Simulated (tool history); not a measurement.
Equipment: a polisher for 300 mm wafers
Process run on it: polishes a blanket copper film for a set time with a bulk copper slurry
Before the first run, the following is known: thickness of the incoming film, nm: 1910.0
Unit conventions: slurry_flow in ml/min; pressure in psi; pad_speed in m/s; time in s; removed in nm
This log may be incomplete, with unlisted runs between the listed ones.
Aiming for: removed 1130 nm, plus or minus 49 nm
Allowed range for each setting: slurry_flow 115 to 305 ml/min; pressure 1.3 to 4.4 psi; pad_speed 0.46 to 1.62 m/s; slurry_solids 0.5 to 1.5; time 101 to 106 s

run  hour  slurry_flow  pressure  pad_speed  slurry_solids  time  removed
  1     0          195       2.8       1.04              1   101   886.76
  2   4.7          195         3       1.04              1   101   947.38
  3   9.8          195       3.1       1.04              1   101   963.76
  4  15.9          195       3.1       0.92              1   101    854.9
  5  17.1          195       3.1        1.1              1   101   987.03
  6  21.3          195       3.1        1.1              1   101   1006.2
  7  29.1          195       3.2        1.1              1   101   1043.5
  8  31.9          195       3.3        1.1              1   101   1061.3

Exactly one of the 5 candidate moves below puts every result within its allowed miss. Which one?
  A  34.7          180       2.9       1.14           0.95   101        ?
  B  34.7          200       3.4       1.18              1   104        ?
  C  34.7          225       2.7       1.18           1.15   102        ?
  D  34.7          250       3.8       0.98              1   102        ?
  E  34.7          190       2.9       1.08              1   101        ?

move  removed
   A   961.87
   B   1201.9
   C   1021.6
   D   1108.6
   E    931.5
A: moves away from the targets compared with the last run
B: pushes the last run's worst result past its target
C: moves away from the targets compared with the last run
D: every result within its allowed miss
E: moves away from the targets compared with the last run
Answer: D

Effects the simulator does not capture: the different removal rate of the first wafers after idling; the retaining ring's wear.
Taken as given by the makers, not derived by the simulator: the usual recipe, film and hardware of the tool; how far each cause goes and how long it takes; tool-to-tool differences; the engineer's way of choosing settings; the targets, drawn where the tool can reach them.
